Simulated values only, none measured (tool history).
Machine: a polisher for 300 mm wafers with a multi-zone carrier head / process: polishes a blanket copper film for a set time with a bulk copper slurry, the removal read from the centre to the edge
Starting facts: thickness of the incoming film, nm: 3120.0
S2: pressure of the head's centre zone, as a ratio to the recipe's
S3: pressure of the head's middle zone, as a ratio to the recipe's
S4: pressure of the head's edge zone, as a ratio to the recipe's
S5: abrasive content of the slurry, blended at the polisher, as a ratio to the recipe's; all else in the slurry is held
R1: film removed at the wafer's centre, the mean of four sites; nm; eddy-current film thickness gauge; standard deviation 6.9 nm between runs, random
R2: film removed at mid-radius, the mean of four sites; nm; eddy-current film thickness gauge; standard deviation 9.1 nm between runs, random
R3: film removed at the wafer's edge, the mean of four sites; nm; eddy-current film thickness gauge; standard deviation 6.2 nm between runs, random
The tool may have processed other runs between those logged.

Run 1, hour 0: flow of slurry (ml/min) 270, S2 1, S3 1, S4 1, S5 1, polishing time (s) 58. Result: R1 455.37 nm, R2 436.27 nm, R3 453.9 nm.
Run 2, hour 4.8: flow of slurry (ml/min) 270, S2 1, S3 0.93, S4 1, S5 1, polishing time (s) 58. Result: R1 447.51 nm, R2 425.22 nm, R3 452.3 nm.
Run 3, hour 9.8: flow of slurry (ml/min) 275, S2 1.02, S3 0.96, S4 1, S5 1.1, polishing time (s) 60. Result: R1 487.67 nm, R2 456.04 nm, R3 477.52 nm.
Run 4, hour 12.9: flow of slurry (ml/min) 280, S2 1.03, S3 0.98, S4 1.01, S5 1.2, polishing time (s) 62. Result: R1 515.69 nm, R2 477.13 nm, R3 522.34 nm.
Run 5, hour 18.1: flow of slurry (ml/min) 280, S2 1.09, S3 0.98, S4 1.01, S5 1.2, polishing time (s) 62. Result: R1 527.97 nm, R2 482.28 nm, R3 503.26 nm.
Run 6, hour 22.1: flow of slurry (ml/min) 335, S2 1.09, S3 0.98, S4 1.01, S5 1.2, polishing time (s) 62. Result: R1 542.55 nm, R2 490.88 nm, R3 523.14 nm.
Run 7, hour 26.7: flow of slurry (ml/min) 335, S2 1.1, S3 1, S4 1, S5 1.25, polishing time (s) 64. Result: R1 570.64 nm, R2 519.74 nm, R3 532.85 nm.
Run 8, hour 30.7: flow of slurry (ml/min) 340, S2 1.11, S3 1.01, S4 1, S5 1.3, polishing time (s) 65. Result: R1 594.22 nm, R2 546.51 nm, R3 546.08 nm.

Run 9 has not been measured yet. What should we expect?
Run 9, hour 33.1: flow of slurry (ml/min) 345, S2 1.12, S3 1.01, S4 1.01, S5 1.35, polishing time (s) 66. Result: R1 ?, R2 ?, R3 ?.

{"run 9": {"R1": 608.64, "R2": 554.23, "R3": 563.94}}
